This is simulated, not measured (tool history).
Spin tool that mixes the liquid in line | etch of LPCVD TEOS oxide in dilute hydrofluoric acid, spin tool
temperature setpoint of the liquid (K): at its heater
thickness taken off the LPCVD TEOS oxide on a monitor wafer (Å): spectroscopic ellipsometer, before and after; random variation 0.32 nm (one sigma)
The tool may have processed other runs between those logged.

run	hour	temperature setpoint of the liquid (K)	parts of water to one part of 49 % hydrofluoric acid (parts by volume)	time under the liquid (s)	thickness taken off the LPCVD TEOS oxide on a monitor wafer (Å)
1	0.0	298.15	70	150	342.93
2	5.3	298.15	70	160	368.96
3	14.3	300.65	60	160	483.76
4	17.1	300.65	70	160	408.24
# hour 25.2: thermometer replaced
5	25.2	300.65	60	160	518.09
6	32.0	302.15	55	160	604.99
7	38.0	303.15	50	160	699.96
8	40.5	304.15	50	160	722.94

Run 9 is up next; what results do you expect?
9	45.9	306.15	35	160	?

Run 9 produced thickness taken off the LPCVD TEOS oxide on a monitor wafer (Å) 1149.80.
